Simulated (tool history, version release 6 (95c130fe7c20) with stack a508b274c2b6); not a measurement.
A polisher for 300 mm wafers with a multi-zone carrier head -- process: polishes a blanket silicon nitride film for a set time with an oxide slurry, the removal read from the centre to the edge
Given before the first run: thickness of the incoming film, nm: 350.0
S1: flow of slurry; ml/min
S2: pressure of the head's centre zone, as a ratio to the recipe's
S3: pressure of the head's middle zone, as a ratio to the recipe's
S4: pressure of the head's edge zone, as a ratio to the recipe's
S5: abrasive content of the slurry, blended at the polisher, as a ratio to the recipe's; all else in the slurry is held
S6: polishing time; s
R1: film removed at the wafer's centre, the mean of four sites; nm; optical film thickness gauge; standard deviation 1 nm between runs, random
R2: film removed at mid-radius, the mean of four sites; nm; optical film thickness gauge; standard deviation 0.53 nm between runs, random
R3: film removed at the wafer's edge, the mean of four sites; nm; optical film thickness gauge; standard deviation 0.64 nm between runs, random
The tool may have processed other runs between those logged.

run	hour	S1	S2	S3	S4	S5	S6	R1	R2	R3
1	0.0	205	1.00	1.00	1.00	1.00	62	61.149	59.196	60.683
2	2.7	215	1.03	0.99	1.05	1.15	64	69.792	64.866	68.229
3	3.4	215	1.03	0.96	1.05	1.15	64	69.933	63.556	68.546
4	11.1	215	1.03	0.96	1.05	1.00	64	66.710	60.080	63.596
5	19.7	215	1.05	0.96	1.07	1.15	66	74.085	66.793	70.979
6	23.8	225	1.06	0.94	1.10	1.25	67	78.490	68.537	75.939
7	32.3	230	1.08	0.94	1.12	1.30	68	81.418	70.691	80.020
8	38.0	240	1.11	0.95	1.13	1.35	69	89.546	74.364	82.841
9	41.1	245	1.11	0.95	1.15	1.40	69	89.152	75.460	85.051
10	48.4	245	1.12	0.95	1.16	1.45	70	93.848	77.446	86.669

Estimate the outcome of run 11 from the log above:
11	57.2	255	1.12	0.95	1.17	1.45	70	?	?	?

{"run 11": {"R1": 92.557, "R2": 77.447, "R3": 86.783}}
